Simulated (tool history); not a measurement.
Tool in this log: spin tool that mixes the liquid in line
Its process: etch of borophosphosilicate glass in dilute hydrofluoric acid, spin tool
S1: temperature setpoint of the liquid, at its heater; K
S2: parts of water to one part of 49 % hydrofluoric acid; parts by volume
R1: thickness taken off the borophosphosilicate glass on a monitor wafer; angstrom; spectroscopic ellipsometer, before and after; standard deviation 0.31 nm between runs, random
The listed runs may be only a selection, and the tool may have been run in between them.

run 1 hour=0.0 | S1=298.15 S2=175 time_under_the_liquid_(s)=55 | R1=229.67
run 2 hour=6.9 | S1=299.15 S2=170 time_under_the_liquid_(s)=55 | R1=241.23
run 3 hour=12.7 | S1=299.15 S2=135 time_under_the_liquid_(s)=55 | R1=319.11
run 4 hour=14.8 | S1=299.65 S2=135 time_under_the_liquid_(s)=55 | R1=326.66
run 5 hour=17.2 | S1=299.65 S2=135 time_under_the_liquid_(s)=55 | R1=325.12
run 6 hour=26.2 | S1=299.65 S2=85 time_under_the_liquid_(s)=55 | R1=560.40
run 7 hour=27.5 | S1=298.65 S2=85 time_under_the_liquid_(s)=55 | R1=522.74
run 8 hour=34.6 | S1=294.65 S2=85 time_under_the_liquid_(s)=55 | R1=455.92

Run 9, settings as shown, results not yet in. Your forecast:
run 9 hour=37.4 | S1=294.15 S2=85 time_under_the_liquid_(s)=55 | R1=?

{"run 9": {"R1": 447.71}}
